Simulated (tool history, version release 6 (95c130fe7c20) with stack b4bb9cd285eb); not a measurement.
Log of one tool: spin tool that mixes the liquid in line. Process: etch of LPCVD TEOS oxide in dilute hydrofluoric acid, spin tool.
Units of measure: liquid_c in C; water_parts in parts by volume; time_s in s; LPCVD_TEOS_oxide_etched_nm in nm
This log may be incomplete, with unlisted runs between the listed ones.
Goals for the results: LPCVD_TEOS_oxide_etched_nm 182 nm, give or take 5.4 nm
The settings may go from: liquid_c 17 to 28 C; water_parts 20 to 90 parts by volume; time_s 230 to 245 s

run 1 hour=0 | liquid_c=20 water_parts=50 time_s=230 | LPCVD_TEOS_oxide_etched_nm=88.361
run 2 hour=8.3 | liquid_c=20 water_parts=50 time_s=230 | LPCVD_TEOS_oxide_etched_nm=89.52
run 3 hour=15.7 | liquid_c=20 water_parts=50 time_s=245 | LPCVD_TEOS_oxide_etched_nm=93.204
run 4 hour=17.6 | liquid_c=21 water_parts=50 time_s=245 | LPCVD_TEOS_oxide_etched_nm=97.613
run 5 hour=22.4 | liquid_c=19.5 water_parts=50 time_s=245 | LPCVD_TEOS_oxide_etched_nm=91.158
run 6 hour=28.9 | liquid_c=20.5 water_parts=50 time_s=245 | LPCVD_TEOS_oxide_etched_nm=96.021
run 7 hour=34.1 | liquid_c=21 water_parts=50 time_s=245 | LPCVD_TEOS_oxide_etched_nm=98.766
run 8 hour=40.4 | liquid_c=21.5 water_parts=50 time_s=245 | LPCVD_TEOS_oxide_etched_nm=99.871
run 9 hour=47.9 | liquid_c=22 water_parts=50 time_s=245 | LPCVD_TEOS_oxide_etched_nm=100.86
run 10 hour=49.1 | liquid_c=22.5 water_parts=50 time_s=245 | LPCVD_TEOS_oxide_etched_nm=105.25
run 11 hour=51.9 | liquid_c=23 water_parts=50 time_s=245 | LPCVD_TEOS_oxide_etched_nm=106.17
run 12 hour=57.7 | liquid_c=23.5 water_parts=50 time_s=245 | LPCVD_TEOS_oxide_etched_nm=107.51
run 13 hour=62.3 | liquid_c=24 water_parts=50 time_s=245 | LPCVD_TEOS_oxide_etched_nm=110.64
run 14 hour=66 | liquid_c=24.5 water_parts=50 time_s=245 | LPCVD_TEOS_oxide_etched_nm=114.7
run 15 hour=70.9 | liquid_c=28 water_parts=35 time_s=245 | LPCVD_TEOS_oxide_etched_nm=192.61

Below are 4 possible settings for the next run. Only one of them brings all results inside the allowed miss of their targets. Which is it?
run A hour=75.8 | liquid_c=27 water_parts=35 time_s=245 | LPCVD_TEOS_oxide_etched_nm=?
run B hour=75.8 | liquid_c=27 water_parts=30 time_s=245 | LPCVD_TEOS_oxide_etched_nm=?
run C hour=75.8 | liquid_c=27.5 water_parts=30 time_s=230 | LPCVD_TEOS_oxide_etched_nm=?
run D hour=75.8 | liquid_c=25.5 water_parts=30 time_s=245 | LPCVD_TEOS_oxide_etched_nm=?

move=A LPCVD_TEOS_oxide_etched_nm=183.65
move=B LPCVD_TEOS_oxide_etched_nm=215.83
move=C LPCVD_TEOS_oxide_etched_nm=206.79
move=D LPCVD_TEOS_oxide_etched_nm=202.91
A: every result within its allowed miss
B: moves away from the targets compared with the last run
C: moves away from the targets compared with the last run
D: moves away from the targets compared with the last run
Go with A: it meets all targets.
